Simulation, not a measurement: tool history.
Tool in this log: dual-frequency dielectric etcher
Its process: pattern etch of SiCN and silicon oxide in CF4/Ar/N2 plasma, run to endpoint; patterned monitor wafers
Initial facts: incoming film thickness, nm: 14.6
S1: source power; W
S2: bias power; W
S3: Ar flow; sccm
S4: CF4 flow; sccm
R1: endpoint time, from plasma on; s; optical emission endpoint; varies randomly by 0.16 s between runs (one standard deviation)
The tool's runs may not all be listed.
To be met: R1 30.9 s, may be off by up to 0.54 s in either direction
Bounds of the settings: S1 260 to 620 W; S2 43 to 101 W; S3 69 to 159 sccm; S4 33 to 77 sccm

{"run": 1, "hour": 0.0, "S1": 440, "S2": 72, "S3": 114, "S4": 55, "R1": 18.99}
{"run": 2, "hour": 7.3, "S1": 390, "S2": 65, "S3": 117, "S4": 54, "R1": 22.914}
{"run": 3, "hour": 10.6, "S1": 350, "S2": 65, "S3": 117, "S4": 54, "R1": 26.21}
{"run": 4, "hour": 11.4, "S1": 330, "S2": 65, "S3": 117, "S4": 54, "R1": 27.921}
{"run": 5, "hour": 12.8, "S1": 270, "S2": 65, "S3": 117, "S4": 54, "R1": 36.306}
{"run": 6, "hour": 14.3, "S1": 270, "S2": 65, "S3": 133, "S4": 54, "R1": 37.074}
{"run": 7, "hour": 23.2, "S1": 280, "S2": 65, "S3": 133, "S4": 54, "R1": 34.935}
{"run": 8, "hour": 29.0, "S1": 290, "S2": 65, "S3": 133, "S4": 54, "R1": 33.598}
{"run": 9, "hour": 37.9, "S1": 300, "S2": 65, "S3": 133, "S4": 54, "R1": 32.113}

Which single option among these 4 for the next run brings every result within its allowed miss of target? Just one does.
{"run": "A", "hour": 46.8, "S1": 300, "S2": 66, "S3": 136, "S4": 53, "R1": "?"}
{"run": "B", "hour": 46.8, "S1": 300, "S2": 72, "S3": 141, "S4": 54, "R1": "?"}
{"run": "C", "hour": 46.8, "S1": 290, "S2": 66, "S3": 132, "S4": 53, "R1": "?"}
{"run": "D", "hour": 46.8, "S1": 290, "S2": 64, "S3": 144, "S4": 54, "R1": "?"}

move=A R1=32.208
move=B R1=31.023
move=C R1=33.491
move=D R1=34.382
A: further off than the last run
B: all results land within tolerance of their targets
C: further off than the last run
D: further off than the last run
Correct choice: B, which meets every target
